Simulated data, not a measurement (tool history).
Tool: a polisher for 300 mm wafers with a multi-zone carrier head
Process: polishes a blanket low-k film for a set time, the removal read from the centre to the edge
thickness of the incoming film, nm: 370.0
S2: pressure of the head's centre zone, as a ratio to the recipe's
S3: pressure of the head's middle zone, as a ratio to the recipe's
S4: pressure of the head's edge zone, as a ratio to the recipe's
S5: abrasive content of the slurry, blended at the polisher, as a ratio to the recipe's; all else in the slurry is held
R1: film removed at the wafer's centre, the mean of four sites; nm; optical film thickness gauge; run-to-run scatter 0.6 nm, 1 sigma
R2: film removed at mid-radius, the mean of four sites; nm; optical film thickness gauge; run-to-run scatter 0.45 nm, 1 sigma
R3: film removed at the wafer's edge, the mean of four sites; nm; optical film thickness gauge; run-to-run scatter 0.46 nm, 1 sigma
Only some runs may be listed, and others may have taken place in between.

Run 1, hour 0: flow of slurry (ml/min) 230, S2 1, S3 1, S4 1, S5 1, polishing time (s) 68. Result: R1 30.402 nm, R2 30.799 nm, R3 31.665 nm.
Run 2, hour 3.4: flow of slurry (ml/min) 230, S2 1, S3 0.94, S4 1, S5 1, polishing time (s) 68. Result: R1 30.784 nm, R2 29.8 nm, R3 31.285 nm.
Run 3, hour 6.4: flow of slurry (ml/min) 245, S2 1.03, S3 0.99, S4 1.01, S5 1.15, polishing time (s) 71. Result: R1 36.712 nm, R2 35.43 nm, R3 36.647 nm.
Run 4, hour 10.5: flow of slurry (ml/min) 245, S2 1.03, S3 0.95, S4 1.01, S5 1.15, polishing time (s) 71. Result: R1 36.317 nm, R2 33.15 nm, R3 36.286 nm.
Run 5, hour 15: flow of slurry (ml/min) 255, S2 1.05, S3 1.01, S4 1.02, S5 1.25, polishing time (s) 72. Result: R1 38.849 nm, R2 37.884 nm, R3 38.351 nm.
Run 6, hour 20.8: flow of slurry (ml/min) 265, S2 1.07, S3 1.03, S4 1.04, S5 1.3, polishing time (s) 74. Result: R1 42.221 nm, R2 40.707 nm, R3 41.144 nm.
At hour 29: slurry nozzle cleaned.
Run 7, hour 29: flow of slurry (ml/min) 270, S2 1.09, S3 1.05, S4 1.06, S5 1.35, polishing time (s) 75. Result: R1 46.977 nm, R2 44.372 nm, R3 44.806 nm.
Run 8, hour 38: flow of slurry (ml/min) 275, S2 1.1, S3 1.08, S4 1.09, S5 1.35, polishing time (s) 75. Result: R1 47.527 nm, R2 45.742 nm, R3 45.25 nm.
Run 9, hour 40: flow of slurry (ml/min) 280, S2 1.11, S3 1.1, S4 1.11, S5 1.4, polishing time (s) 75. Result: R1 48.088 nm, R2 47.27 nm, R3 46.976 nm.
Run 10, hour 46.8: flow of slurry (ml/min) 290, S2 1.13, S3 1.12, S4 1.12, S5 1.4, polishing time (s) 75. Result: R1 51.299 nm, R2 48.411 nm, R3 47.105 nm.
Run 11, hour 52.9: flow of slurry (ml/min) 315, S2 1.1, S3 1.16, S4 1.18, S5 1.5, polishing time (s) 75. Result: R1 50.763 nm, R2 52.207 nm, R3 50.546 nm.

Predict the results of run 12:
Run 12, hour 60.3: flow of slurry (ml/min) 320, S2 1.11, S3 1.16, S4 1.18, S5 1.5, polishing time (s) 75. Result: R1 ?, R2 ?, R3 ?.

R1: 50.856 nm
R2: 51.38 nm
R3: 49 nm

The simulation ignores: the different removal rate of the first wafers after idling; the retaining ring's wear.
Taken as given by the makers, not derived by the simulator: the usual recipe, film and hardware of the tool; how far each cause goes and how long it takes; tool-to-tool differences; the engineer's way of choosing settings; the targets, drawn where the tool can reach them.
